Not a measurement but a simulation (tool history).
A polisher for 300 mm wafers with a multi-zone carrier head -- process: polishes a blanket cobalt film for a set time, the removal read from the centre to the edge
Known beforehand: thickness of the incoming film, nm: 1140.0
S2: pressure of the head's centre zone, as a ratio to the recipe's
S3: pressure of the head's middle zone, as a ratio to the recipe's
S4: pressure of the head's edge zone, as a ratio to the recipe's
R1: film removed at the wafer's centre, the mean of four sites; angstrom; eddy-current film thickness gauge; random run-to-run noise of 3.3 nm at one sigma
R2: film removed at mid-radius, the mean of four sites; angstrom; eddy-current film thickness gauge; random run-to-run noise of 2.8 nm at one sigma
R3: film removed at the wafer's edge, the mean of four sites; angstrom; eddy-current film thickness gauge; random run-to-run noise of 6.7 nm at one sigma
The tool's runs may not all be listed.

run 1 hour=0 | flow_of_slurry_(ml/min)=225 S2=1 S3=1 S4=1 polishing_time_(s)=73 | R1=3314.1 R2=3299.7 R3=3451.5
run 2 hour=2.8 | flow_of_slurry_(ml/min)=270 S2=1 S3=1 S4=1 polishing_time_(s)=73 | R1=3416.6 R2=3379.3 R3=3490.7
run 3 hour=6.3 | flow_of_slurry_(ml/min)=270 S2=1 S3=1 S4=0.93 polishing_time_(s)=73 | R1=3395 R2=3394.4 R3=3417.3
run 4 hour=7.9 | flow_of_slurry_(ml/min)=260 S2=1.02 S3=1 S4=0.98 polishing_time_(s)=78 | R1=3681.5 R2=3625.2 R3=3677.6
run 5 hour=11.1 | flow_of_slurry_(ml/min)=255 S2=1.03 S3=0.99 S4=1.02 polishing_time_(s)=82 | R1=3895.9 R2=3733.8 R3=4004.1
run 6 hour=15.6 | flow_of_slurry_(ml/min)=230 S2=1.03 S3=0.99 S4=1.02 polishing_time_(s)=82 | R1=3867 R2=3718.7 R3=3928
-- hour=20.5 slurry nozzle cleaned
run 7 hour=20.5 | flow_of_slurry_(ml/min)=240 S2=1.05 S3=1 S4=1.06 polishing_time_(s)=84 | R1=4158.3 R2=3880.7 R3=4121.4
run 8 hour=27.5 | flow_of_slurry_(ml/min)=250 S2=1.05 S3=1 S4=1.09 polishing_time_(s)=85 | R1=4170.1 R2=3991.2 R3=4323.2
run 9 hour=28.7 | flow_of_slurry_(ml/min)=260 S2=1.07 S3=1 S4=1.11 polishing_time_(s)=85 | R1=4198.9 R2=3971.9 R3=4307.2

Run 10 is up next; what results do you expect?
run 10 hour=33.9 | flow_of_slurry_(ml/min)=265 S2=1.09 S3=1 S4=1.13 polishing_time_(s)=86 | R1=? R2=? R3=?

{"run 10": {"R1": 4433.1, "R2": 4039.2, "R3": 4331.5}}

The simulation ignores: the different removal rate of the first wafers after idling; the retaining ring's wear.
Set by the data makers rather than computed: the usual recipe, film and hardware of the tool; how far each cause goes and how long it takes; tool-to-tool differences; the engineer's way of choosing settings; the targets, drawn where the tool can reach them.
